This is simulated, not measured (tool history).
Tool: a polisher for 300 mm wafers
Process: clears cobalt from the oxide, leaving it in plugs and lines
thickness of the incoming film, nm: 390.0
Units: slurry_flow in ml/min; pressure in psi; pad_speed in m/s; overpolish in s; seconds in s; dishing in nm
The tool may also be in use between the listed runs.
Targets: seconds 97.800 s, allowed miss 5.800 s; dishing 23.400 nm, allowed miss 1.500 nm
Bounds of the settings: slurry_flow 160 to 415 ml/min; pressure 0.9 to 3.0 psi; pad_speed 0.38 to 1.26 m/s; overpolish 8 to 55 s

Run 1, hour 0.0: slurry_flow 265 ml/min, pressure 1.9 psi, pad_speed 0.82 m/s, overpolish 28 s. Result: seconds 102.940 s, dishing 46.771 nm.
Run 2, hour 8.0: slurry_flow 260 ml/min, pressure 1.9 psi, pad_speed 0.82 m/s, overpolish 25 s. Result: seconds 104.510 s, dishing 46.496 nm.
Run 3, hour 8.7: slurry_flow 260 ml/min, pressure 2.3 psi, pad_speed 0.82 m/s, overpolish 25 s. Result: seconds 86.763 s, dishing 46.713 nm.
Run 4, hour 12.7: slurry_flow 260 ml/min, pressure 2.3 psi, pad_speed 0.70 m/s, overpolish 25 s. Result: seconds 99.106 s, dishing 45.123 nm.
Run 5, hour 19.5: slurry_flow 260 ml/min, pressure 2.3 psi, pad_speed 0.70 m/s, overpolish 18 s. Result: seconds 99.926 s, dishing 38.669 nm.
Run 6, hour 26.7: slurry_flow 225 ml/min, pressure 2.3 psi, pad_speed 0.70 m/s, overpolish 18 s. Result: seconds 100.380 s, dishing 38.513 nm.
Run 7, hour 28.9: slurry_flow 215 ml/min, pressure 2.4 psi, pad_speed 0.66 m/s, overpolish 17 s. Result: seconds 105.730 s, dishing 36.370 nm.
Run 8, hour 30.5: slurry_flow 205 ml/min, pressure 2.5 psi, pad_speed 0.64 m/s, overpolish 16 s. Result: seconds 102.840 s, dishing 35.839 nm.
Run 9, hour 36.1: slurry_flow 200 ml/min, pressure 2.6 psi, pad_speed 0.62 m/s, overpolish 15 s. Result: seconds 104.370 s, dishing 34.375 nm.
Run 10, hour 41.7: slurry_flow 195 ml/min, pressure 2.7 psi, pad_speed 0.60 m/s, overpolish 14 s. Result: seconds 103.570 s, dishing 33.086 nm.
Run 11, hour 43.8: slurry_flow 190 ml/min, pressure 2.7 psi, pad_speed 0.58 m/s, overpolish 13 s. Result: seconds 110.410 s, dishing 31.004 nm.
Run 12, hour 49.0: slurry_flow 185 ml/min, pressure 2.7 psi, pad_speed 0.58 m/s, overpolish 12 s. Result: seconds 107.990 s, dishing 28.375 nm.
Run 13, hour 52.7: slurry_flow 180 ml/min, pressure 2.7 psi, pad_speed 0.58 m/s, overpolish 11 s. Result: seconds 105.270 s, dishing 27.175 nm.

Which of these 5 next moves meets every target?
Run A, hour 56.4: slurry_flow 165 ml/min, pressure 3.0 psi, pad_speed 0.64 m/s, overpolish 14 s. Result: seconds ?, dishing ?.
Run B, hour 56.4: slurry_flow 265 ml/min, pressure 2.7 psi, pad_speed 0.60 m/s, overpolish 12 s. Result: seconds ?, dishing ?.
Run C, hour 56.4: slurry_flow 160 ml/min, pressure 2.6 psi, pad_speed 0.56 m/s, overpolish 8 s. Result: seconds ?, dishing ?.
Run D, hour 56.4: slurry_flow 160 ml/min, pressure 2.7 psi, pad_speed 0.64 m/s, overpolish 8 s. Result: seconds ?, dishing ?.
Run E, hour 56.4: slurry_flow 160 ml/min, pressure 2.6 psi, pad_speed 0.60 m/s, overpolish 8 s. Result: seconds ?, dishing ?.

move  seconds  dishing
   A   90.004   36.147
   B   98.977   31.024
   C  118.420   20.232
   D  100.400   22.996
   E  110.840   21.311
A: further off than the last run
B: further off than the last run
C: takes the result that was furthest off past its target
D: meets every target
E: takes the result that was furthest off past its target
Move D is the one to make.
